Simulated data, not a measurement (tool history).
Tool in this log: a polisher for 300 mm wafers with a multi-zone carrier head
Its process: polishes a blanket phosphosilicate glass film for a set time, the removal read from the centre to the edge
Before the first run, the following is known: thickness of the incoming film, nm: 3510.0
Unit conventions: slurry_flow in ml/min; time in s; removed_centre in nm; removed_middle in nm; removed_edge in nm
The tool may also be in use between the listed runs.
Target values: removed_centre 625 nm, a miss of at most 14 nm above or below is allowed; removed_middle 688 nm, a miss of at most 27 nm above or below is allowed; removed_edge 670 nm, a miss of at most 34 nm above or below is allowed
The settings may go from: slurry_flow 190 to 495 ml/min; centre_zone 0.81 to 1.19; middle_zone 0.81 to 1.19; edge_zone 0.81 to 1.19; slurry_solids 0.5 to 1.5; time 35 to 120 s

run	day	slurry_flow	centre_zone	middle_zone	edge_zone	slurry_solids	time	removed_centre	removed_middle	removed_edge
1	0	320	1	1	1	1	77	832.65	821.52	849.08
2	0.271	320	1	1	1	1	95	1031.7	1031.9	1074.9
3	0.396	320	1	1	1	0.95	95	997.56	1017.2	1032
4	0.625	320	0.98	0.98	0.98	0.9	94	943.87	948.06	995.77
5	0.817	320	0.97	0.98	0.96	0.85	92	893.84	891.93	892.26
6	1.188	315	0.95	0.97	0.96	0.8	92	839.88	852.09	894.27
7	1.304	315	0.93	0.97	0.94	0.75	92	781.11	817.35	825.29
8	1.458	315	0.92	0.96	0.92	0.75	92	780.23	828.8	821.89

Consider the 5 candidate settings below. Which is the only one whose results all fall within their allowed miss of target?
A	1.612	300	0.92	0.93	0.87	0.85	102	?	?	?
B	1.612	380	0.91	1	0.95	1	62	?	?	?
C	1.612	190	0.86	0.9	0.94	1	110	?	?	?
D	1.612	295	0.98	1.03	0.86	0.85	106	?	?	?
E	1.612	360	0.87	1.01	0.96	0.8	101	?	?	?

move	removed_centre	removed_middle	removed_edge
A	920.06	949.4	939.97
B	619.83	685.37	660.84
C	940.79	1019.1	1092.9
D	1017.7	1072.9	969.09
E	847.61	989.57	951.55
A: further off than the last run
B: in spec on every target
C: further off than the last run
D: further off than the last run
E: further off than the last run
The right move is B.

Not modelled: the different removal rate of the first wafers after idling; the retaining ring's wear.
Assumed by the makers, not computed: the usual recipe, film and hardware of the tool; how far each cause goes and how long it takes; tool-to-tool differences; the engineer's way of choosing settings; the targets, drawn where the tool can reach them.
